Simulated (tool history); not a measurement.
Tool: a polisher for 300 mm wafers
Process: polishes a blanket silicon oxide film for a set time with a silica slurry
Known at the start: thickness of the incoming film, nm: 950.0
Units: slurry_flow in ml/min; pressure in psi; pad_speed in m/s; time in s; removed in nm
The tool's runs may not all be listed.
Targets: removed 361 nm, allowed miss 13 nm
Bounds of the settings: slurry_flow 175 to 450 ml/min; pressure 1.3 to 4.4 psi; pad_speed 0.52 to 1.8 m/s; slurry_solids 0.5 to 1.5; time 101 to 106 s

Run 1, hour 0: slurry_flow 290 ml/min, pressure 2.8 psi, pad_speed 1.16 m/s, slurry_solids 1, time 101 s. Result: removed 277.84 nm.
Run 2, hour 2.4: slurry_flow 290 ml/min, pressure 2.9 psi, pad_speed 1.16 m/s, slurry_solids 1, time 101 s. Result: removed 287.3 nm.
Run 3, hour 5.3: slurry_flow 360 ml/min, pressure 2.9 psi, pad_speed 1.16 m/s, slurry_solids 1, time 101 s. Result: removed 286.09 nm.
Run 4, hour 12.8: slurry_flow 430 ml/min, pressure 2.9 psi, pad_speed 1.16 m/s, slurry_solids 1, time 101 s. Result: removed 293.85 nm.
Run 5, hour 20.9: slurry_flow 430 ml/min, pressure 3 psi, pad_speed 1.16 m/s, slurry_solids 1, time 101 s. Result: removed 295.6 nm.
Run 6, hour 22.2: slurry_flow 430 ml/min, pressure 3.1 psi, pad_speed 1.16 m/s, slurry_solids 1, time 101 s. Result: removed 306.71 nm.
Run 7, hour 25.6: slurry_flow 430 ml/min, pressure 3.2 psi, pad_speed 1.16 m/s, slurry_solids 1, time 101 s. Result: removed 313.97 nm.
Run 8, hour 32.7: slurry_flow 430 ml/min, pressure 3.3 psi, pad_speed 1.16 m/s, slurry_solids 1, time 101 s. Result: removed 322.17 nm.
Run 9, hour 36: slurry_flow 430 ml/min, pressure 3.4 psi, pad_speed 1.16 m/s, slurry_solids 1, time 101 s. Result: removed 333.94 nm.

5 next moves are on the table. One of them brings every result within its allowed miss. Which?
Run A, hour 39.3: slurry_flow 435 ml/min, pressure 3.2 psi, pad_speed 1.16 m/s, slurry_solids 1, time 103 s. Result: removed ?.
Run B, hour 39.3: slurry_flow 450 ml/min, pressure 3.7 psi, pad_speed 1.18 m/s, slurry_solids 0.95, time 102 s. Result: removed ?.
Run C, hour 39.3: slurry_flow 450 ml/min, pressure 3.3 psi, pad_speed 1.02 m/s, slurry_solids 1.1, time 101 s. Result: removed ?.
Run D, hour 39.3: slurry_flow 425 ml/min, pressure 3.4 psi, pad_speed 1.02 m/s, slurry_solids 1, time 101 s. Result: removed ?.
Run E, hour 39.3: slurry_flow 450 ml/min, pressure 2.8 psi, pad_speed 1.22 m/s, slurry_solids 0.8, time 106 s. Result: removed ?.

move  removed
   A   329.53
   B   363.99
   C   312.93
   D   305.69
   E   284.25
A: further off than the last run
B: meets every target
C: further off than the last run
D: further off than the last run
E: further off than the last run
Answer: B
